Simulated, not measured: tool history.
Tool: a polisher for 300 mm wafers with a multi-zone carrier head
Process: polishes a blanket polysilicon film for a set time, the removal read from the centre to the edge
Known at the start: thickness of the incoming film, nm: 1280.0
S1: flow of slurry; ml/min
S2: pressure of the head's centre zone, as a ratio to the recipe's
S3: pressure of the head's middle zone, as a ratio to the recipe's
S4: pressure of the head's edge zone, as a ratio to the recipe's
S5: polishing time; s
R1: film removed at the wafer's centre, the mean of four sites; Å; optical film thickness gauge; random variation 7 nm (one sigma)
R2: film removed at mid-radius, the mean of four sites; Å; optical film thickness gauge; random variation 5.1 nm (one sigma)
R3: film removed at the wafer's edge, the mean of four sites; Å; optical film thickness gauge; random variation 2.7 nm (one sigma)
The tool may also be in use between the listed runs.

run	hour	S1	S2	S3	S4	S5	R1	R2	R3
1	0	210	1	1	1	49	5432.8	5468.8	5605.7
2	6.9	210	1	1	1.07	49	5608.1	5444.8	5654.8
3	12.9	210	1	0.94	1.07	49	5410.9	5121.1	5720.3
4	14.3	205	1.04	0.95	1.05	46	5281.9	4983.5	5305
5	17	215	1.07	0.94	1.06	44	5261.7	4612.5	5154.6
6	19.7	215	1.14	0.94	1.06	44	5621.9	4671.8	5113.1
7	25.6	210	1.15	0.93	1.03	43	5547.9	4461.7	4944.6
8	28.2	200	1.15	0.93	1	42	5445.8	4285.9	4701.6

The next listed run, before its measurement:
9	30.2	190	1.14	0.94	0.99	42	?	?	?

R1: 5447.1 Å
R2: 4299 Å
R3: 4713.4 Å

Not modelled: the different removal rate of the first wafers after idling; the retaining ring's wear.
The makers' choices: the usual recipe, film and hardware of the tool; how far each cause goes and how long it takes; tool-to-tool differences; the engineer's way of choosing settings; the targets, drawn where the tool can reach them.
